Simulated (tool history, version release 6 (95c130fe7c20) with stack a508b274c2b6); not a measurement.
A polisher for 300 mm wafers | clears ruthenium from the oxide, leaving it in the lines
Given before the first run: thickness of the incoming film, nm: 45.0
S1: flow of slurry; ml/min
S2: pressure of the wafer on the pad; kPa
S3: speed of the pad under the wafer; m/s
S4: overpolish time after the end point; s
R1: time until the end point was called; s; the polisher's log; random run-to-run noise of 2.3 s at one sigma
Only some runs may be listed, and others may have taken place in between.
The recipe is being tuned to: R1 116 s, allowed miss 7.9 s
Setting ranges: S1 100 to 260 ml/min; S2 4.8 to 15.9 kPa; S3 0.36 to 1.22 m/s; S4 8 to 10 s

Run 1, day 0: S1 165 ml/min, S2 10.3 kPa, S3 0.78 m/s, S4 10 s. Result: R1 84.74 s.
Run 2, day 0.021: S1 135 ml/min, S2 10.3 kPa, S3 0.78 m/s, S4 10 s. Result: R1 84.169 s.
Run 3, day 0.267: S1 135 ml/min, S2 10.3 kPa, S3 0.98 m/s, S4 10 s. Result: R1 68.913 s.
Run 4, day 0.492: S1 135 ml/min, S2 10.3 kPa, S3 0.98 m/s, S4 10 s. Result: R1 67.18 s.
Run 5, day 0.517: S1 135 ml/min, S2 12.4 kPa, S3 0.98 m/s, S4 10 s. Result: R1 59.059 s.
Run 6, day 0.738: S1 135 ml/min, S2 12.4 kPa, S3 1.16 m/s, S4 10 s. Result: R1 49.899 s.
Run 7, day 0.829: S1 125 ml/min, S2 9.7 kPa, S3 0.96 m/s, S4 10 s. Result: R1 74.166 s.
Run 8, day 0.908: S1 125 ml/min, S2 8.3 kPa, S3 0.9 m/s, S4 10 s. Result: R1 91.48 s.
Run 9, day 1.183: S1 125 ml/min, S2 7.6 kPa, S3 0.88 m/s, S4 10 s. Result: R1 97.699 s.
Run 10, day 1.229: S1 125 ml/min, S2 6.9 kPa, S3 0.86 m/s, S4 10 s. Result: R1 107.92 s.

Exactly one of the 5 candidate moves below puts every result within its allowed miss. Which one?
Run A, day 1.275: S1 150 ml/min, S2 6.2 kPa, S3 0.8 m/s, S4 9 s. Result: R1 ?.
Run B, day 1.275: S1 100 ml/min, S2 8.3 kPa, S3 0.9 m/s, S4 8 s. Result: R1 ?.
Run C, day 1.275: S1 110 ml/min, S2 6.9 kPa, S3 0.98 m/s, S4 10 s. Result: R1 ?.
Run D, day 1.275: S1 130 ml/min, S2 6.9 kPa, S3 0.68 m/s, S4 10 s. Result: R1 ?.
Run E, day 1.275: S1 165 ml/min, S2 6.9 kPa, S3 0.88 m/s, S4 10 s. Result: R1 ?.

move      R1
   A  119.34
   B  96.006
   C  97.921
   D   133.9
   E  99.435
A: in spec on every target
B: further off than the last run
C: further off than the last run
D: pushes the last run's worst result past its target
E: further off than the last run
Go with A: it meets all targets.
